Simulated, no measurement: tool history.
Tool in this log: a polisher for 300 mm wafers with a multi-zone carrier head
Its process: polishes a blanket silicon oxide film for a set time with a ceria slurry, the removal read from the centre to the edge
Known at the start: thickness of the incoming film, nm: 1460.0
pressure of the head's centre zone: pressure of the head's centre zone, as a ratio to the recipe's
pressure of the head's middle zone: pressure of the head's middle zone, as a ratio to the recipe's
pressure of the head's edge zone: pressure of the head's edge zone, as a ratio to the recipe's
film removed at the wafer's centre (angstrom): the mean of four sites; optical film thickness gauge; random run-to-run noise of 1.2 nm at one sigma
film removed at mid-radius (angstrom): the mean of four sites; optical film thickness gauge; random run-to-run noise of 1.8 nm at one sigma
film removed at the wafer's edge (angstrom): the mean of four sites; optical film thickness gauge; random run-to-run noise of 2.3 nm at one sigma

run	hour	flow of slurry (ml/min)	pressure of the head's centre zone	pressure of the head's middle zone	pressure of the head's edge zone	polishing time (s)	film removed at the wafer's centre (angstrom)	film removed at mid-radius (angstrom)	film removed at the wafer's edge (angstrom)
1	0.0	315	1.00	1.00	1.00	61	2457.8	2503.0	2494.4
2	7.2	360	1.00	1.00	1.00	61	2497.1	2566.8	2549.3
3	16.1	360	1.00	0.97	1.00	61	2497.0	2468.5	2569.4
4	23.1	360	1.00	0.97	1.00	48	1959.6	1969.7	1982.6
5	26.4	295	1.00	0.97	1.00	48	1922.3	1951.6	1938.4
6	27.5	295	1.00	1.05	1.00	48	1923.1	2021.8	1992.1

Forecast run 7:
7	33.7	310	0.99	1.09	1.02	48	?	?	?

{"run 7": {"film removed at the wafer's centre (angstrom)": 1897.4, "film removed at mid-radius (angstrom)": 2104.1, "film removed at the wafer's edge (angstrom)": 1983.4}}

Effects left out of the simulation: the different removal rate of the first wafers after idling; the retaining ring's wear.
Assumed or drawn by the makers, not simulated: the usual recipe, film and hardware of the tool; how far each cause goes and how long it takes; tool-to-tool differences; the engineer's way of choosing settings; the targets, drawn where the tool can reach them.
